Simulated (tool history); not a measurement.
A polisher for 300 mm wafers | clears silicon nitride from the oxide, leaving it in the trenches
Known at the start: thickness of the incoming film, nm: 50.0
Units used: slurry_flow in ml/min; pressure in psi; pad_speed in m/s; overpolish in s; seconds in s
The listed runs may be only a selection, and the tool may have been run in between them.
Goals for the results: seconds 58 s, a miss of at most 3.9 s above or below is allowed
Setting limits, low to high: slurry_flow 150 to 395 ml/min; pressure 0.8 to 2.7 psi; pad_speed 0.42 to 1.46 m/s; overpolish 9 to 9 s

run  hour  slurry_flow  pressure  pad_speed  overpolish  seconds
  1     0          250       1.7       0.94           9   86.258
  2   4.7          250       1.7       0.94           9   85.045
  3  11.2          250       1.5       0.94           9   96.608
  4  19.4          250       1.7       0.96           9   88.749
  5  22.2          250       1.4       0.96           9   102.88
  6  24.5          250       1.4       1.14           9    89.07
  7  29.4          250       1.6       1.16           9    78.31
  8  37.2          250       1.7       1.18           9   74.089
  9  44.5          250       1.8        1.2           9   68.024
 10  48.4          250       1.9        1.2           9   66.812

Which one of the following 5 next-run settings gets every result inside its allowed miss? There is exactly one.
  A  52.3          255         2       1.32           9        ?
  B  52.3          250       1.8        1.2           9        ?
  C  52.3          210       2.2       1.46           9        ?
  D  52.3          285         2       1.14           9        ?
  E  52.3          255       1.6       1.16           9        ?

move  seconds
   A   57.313
   B   68.843
   C    48.79
   D   64.118
   E   79.222
A: hits every target within its allowed miss
B: moves away from the targets compared with the last run
C: the result that was furthest off in the last run now lies on the other side of its target
D: nearer than the last run, and not there yet
E: moves away from the targets compared with the last run
The right move is A.

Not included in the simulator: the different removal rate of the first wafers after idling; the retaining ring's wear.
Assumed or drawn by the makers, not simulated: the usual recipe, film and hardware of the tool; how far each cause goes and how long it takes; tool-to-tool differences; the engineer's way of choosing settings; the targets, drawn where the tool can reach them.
